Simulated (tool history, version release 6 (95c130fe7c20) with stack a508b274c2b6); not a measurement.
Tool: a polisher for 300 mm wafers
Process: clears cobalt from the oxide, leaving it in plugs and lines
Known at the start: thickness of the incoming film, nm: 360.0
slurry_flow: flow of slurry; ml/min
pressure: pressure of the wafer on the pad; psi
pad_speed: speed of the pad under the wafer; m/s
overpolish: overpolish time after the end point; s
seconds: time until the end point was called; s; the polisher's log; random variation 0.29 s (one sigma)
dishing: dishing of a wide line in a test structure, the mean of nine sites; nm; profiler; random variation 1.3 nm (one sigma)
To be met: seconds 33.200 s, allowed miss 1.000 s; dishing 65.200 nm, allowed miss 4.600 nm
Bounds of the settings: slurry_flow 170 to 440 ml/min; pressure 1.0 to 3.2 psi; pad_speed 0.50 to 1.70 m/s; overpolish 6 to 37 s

| run | day | slurry_flow | pressure | pad_speed | overpolish | seconds | dishing |
|---|---|---|---|---|---|---|---|
| 1 | 0.000 | 280 | 2.1 | 1.10 | 19 | 52.452 | 57.457 |
| 2 | 0.338 | 280 | 2.1 | 1.10 | 13 | 52.844 | 47.935 |
| 3 | 0.388 | 280 | 2.1 | 0.84 | 13 | 69.938 | 41.460 |
| 4 | 0.421 | 280 | 2.1 | 0.70 | 13 | 83.021 | 37.599 |
| 5 | 0.608 | 280 | 2.1 | 0.90 | 13 | 64.711 | 44.977 |
|  | 0.712 | worn pad replaced by a new one |
| 6 | 0.712 | 320 | 2.1 | 0.90 | 13 | 58.812 | 45.590 |
| 7 | 0.750 | 355 | 2.3 | 0.90 | 15 | 53.466 | 50.691 |
| 8 | 1.121 | 375 | 2.6 | 0.90 | 15 | 46.705 | 54.746 |
| 9 | 1.492 | 390 | 2.8 | 0.90 | 15 | 43.443 | 56.109 |
| 10 | 1.700 | 405 | 2.9 | 0.92 | 15 | 40.935 | 55.907 |
| 11 | 1.917 | 410 | 3.0 | 0.94 | 16 | 39.030 | 58.831 |

Which of these 4 next moves meets every target?
| A | 2.133 | 415 | 3.1 | 1.00 | 29 | ? | ? |
| B | 2.133 | 410 | 3.2 | 0.76 | 13 | ? | ? |
| C | 2.133 | 420 | 3.2 | 1.04 | 21 | ? | ? |
| D | 2.133 | 380 | 2.3 | 0.94 | 21 | ? | ? |

| move | seconds | dishing |
|---|---|---|
| A | 35.459 | 65.473 |
| B | 44.800 | 51.125 |
| C | 33.066 | 63.785 |
| D | 50.694 | 58.418 |
A: nearer than the last run, and not there yet
B: further off than the last run
C: meets every target
D: further off than the last run
The right move is C.
